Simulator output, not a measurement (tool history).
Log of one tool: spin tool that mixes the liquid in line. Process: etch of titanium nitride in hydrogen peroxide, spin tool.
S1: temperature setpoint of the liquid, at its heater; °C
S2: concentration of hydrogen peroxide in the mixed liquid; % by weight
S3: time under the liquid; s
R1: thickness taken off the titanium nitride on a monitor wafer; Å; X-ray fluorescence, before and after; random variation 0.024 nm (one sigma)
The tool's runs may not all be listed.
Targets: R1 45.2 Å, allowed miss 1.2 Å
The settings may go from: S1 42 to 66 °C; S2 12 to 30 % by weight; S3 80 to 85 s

{"run": 1, "hour": 0.0, "S1": 58, "S2": 21.5, "S3": 80, "R1": 112.03}
{"run": 2, "hour": 2.8, "S1": 58, "S2": 21.5, "S3": 80, "R1": 111.95}
{"run": 3, "hour": 8.5, "S1": 58, "S2": 23.5, "S3": 80, "R1": 114.37}
{"run": 4, "hour": 12.4, "S1": 56, "S2": 23.5, "S3": 80, "R1": 99.658}
{"run": 5, "hour": 20.2, "S1": 54.5, "S2": 23.5, "S3": 80, "R1": 90.111}
{"run": 6, "hour": 25.9, "S1": 54.5, "S2": 23.5, "S3": 80, "R1": 89.523}
{"run": 7, "hour": 30.5, "S1": 53, "S2": 23.5, "S3": 80, "R1": 80.85}
{"run": 8, "hour": 31.3, "S1": 52, "S2": 23.5, "S3": 80, "R1": 75.679}
{"run": 9, "hour": 32.5, "S1": 44, "S2": 23, "S3": 80, "R1": 42.061}
{"run": 10, "hour": 39.0, "S1": 44.5, "S2": 23, "S3": 80, "R1": 42.967}
{"run": 11, "hour": 47.5, "S1": 44.5, "S2": 23, "S3": 80, "R1": 43.101}

Which of these 5 next moves meets every target?
{"run": "A", "hour": 56.0, "S1": 43.5, "S2": 28.5, "S3": 80, "R1": "?"}
{"run": "B", "hour": 56.0, "S1": 45, "S2": 24.5, "S3": 80, "R1": "?"}
{"run": "C", "hour": 56.0, "S1": 45, "S2": 19.5, "S3": 80, "R1": "?"}
{"run": "D", "hour": 56.0, "S1": 44, "S2": 23.5, "S3": 80, "R1": "?"}
{"run": "E", "hour": 56.0, "S1": 44.5, "S2": 15.5, "S3": 85, "R1": "?"}

move=A R1=41.586
move=B R1=45.02
move=C R1=42.868
move=D R1=41.403
move=E R1=41.8
A: further off than the last run
B: meets every target
C: further off than the last run
D: further off than the last run
E: further off than the last run
Answer: B
